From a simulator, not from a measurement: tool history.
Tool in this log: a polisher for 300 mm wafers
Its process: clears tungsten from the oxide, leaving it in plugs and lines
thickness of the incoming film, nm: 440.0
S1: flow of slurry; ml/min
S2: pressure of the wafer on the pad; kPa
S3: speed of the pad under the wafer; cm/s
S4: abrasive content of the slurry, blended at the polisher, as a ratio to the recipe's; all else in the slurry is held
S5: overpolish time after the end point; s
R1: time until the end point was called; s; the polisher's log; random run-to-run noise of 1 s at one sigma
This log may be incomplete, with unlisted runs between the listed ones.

| run | hour | S1 | S2 | S3 | S4 | S5 | R1 |
|---|---|---|---|---|---|---|---|
| 1 | 0 | 260 | 29.6 | 88 | 1 | 45 | 113.93 |
| 2 | 2.1 | 305 | 29.6 | 88 | 1 | 45 | 113.16 |
| 3 | 3.2 | 305 | 35.9 | 88 | 1 | 45 | 94.409 |
| 4 | 5.1 | 305 | 35.9 | 88 | 0.85 | 45 | 99.203 |
| 5 | 12.9 | 305 | 35.9 | 88 | 1 | 45 | 94.412 |
| 6 | 19.6 | 305 | 38.6 | 88 | 1 | 45 | 87.176 |
| 7 | 25.2 | 305 | 40.7 | 88 | 1 | 45 | 81.958 |
| 8 | 30.3 | 305 | 42.1 | 88 | 1 | 45 | 81.054 |

Predict the results of run 9:
| 9 | 36.1 | 305 | 43.4 | 90 | 1 | 45 | ? |

R1: 75.534 s

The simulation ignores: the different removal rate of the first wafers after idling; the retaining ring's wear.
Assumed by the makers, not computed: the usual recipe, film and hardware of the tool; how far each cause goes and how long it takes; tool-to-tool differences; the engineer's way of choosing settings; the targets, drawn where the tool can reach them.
